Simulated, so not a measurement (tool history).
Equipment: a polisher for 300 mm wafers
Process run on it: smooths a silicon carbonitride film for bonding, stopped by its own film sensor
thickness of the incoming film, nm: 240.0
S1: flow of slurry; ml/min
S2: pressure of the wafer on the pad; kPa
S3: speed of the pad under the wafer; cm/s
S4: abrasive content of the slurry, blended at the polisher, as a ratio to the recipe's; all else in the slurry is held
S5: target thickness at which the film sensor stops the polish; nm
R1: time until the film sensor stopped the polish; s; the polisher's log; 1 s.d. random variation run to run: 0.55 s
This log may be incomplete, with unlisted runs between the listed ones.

Run 1, hour 0.0: S1 295 ml/min, S2 9.7 kPa, S3 92 cm/s, S4 1.0, S5 229 nm. Result: R1 84.511 s.
Run 2, hour 1.8: S1 295 ml/min, S2 10.3 kPa, S3 92 cm/s, S4 1.0, S5 229 nm. Result: R1 79.271 s.
Run 3, hour 6.6: S1 295 ml/min, S2 11.7 kPa, S3 92 cm/s, S4 1.0, S5 229 nm. Result: R1 71.050 s.
Run 4, hour 9.9: S1 295 ml/min, S2 11.7 kPa, S3 100 cm/s, S4 1.0, S5 229 nm. Result: R1 65.950 s.
Run 5, hour 12.0: S1 295 ml/min, S2 12.4 kPa, S3 100 cm/s, S4 1.0, S5 229 nm. Result: R1 62.948 s.
Run 6, hour 20.0: S1 295 ml/min, S2 12.4 kPa, S3 100 cm/s, S4 1.0, S5 229 nm. Result: R1 62.882 s.
Run 7, hour 21.8: S1 295 ml/min, S2 13.8 kPa, S3 102 cm/s, S4 1.0, S5 229 nm. Result: R1 56.786 s.

Forecast run 8:
Run 8, hour 29.8: S1 295 ml/min, S2 14.5 kPa, S3 102 cm/s, S4 1.0, S5 229 nm. Result: R1 ?.

{"run 8": {"R1": 53.246}}
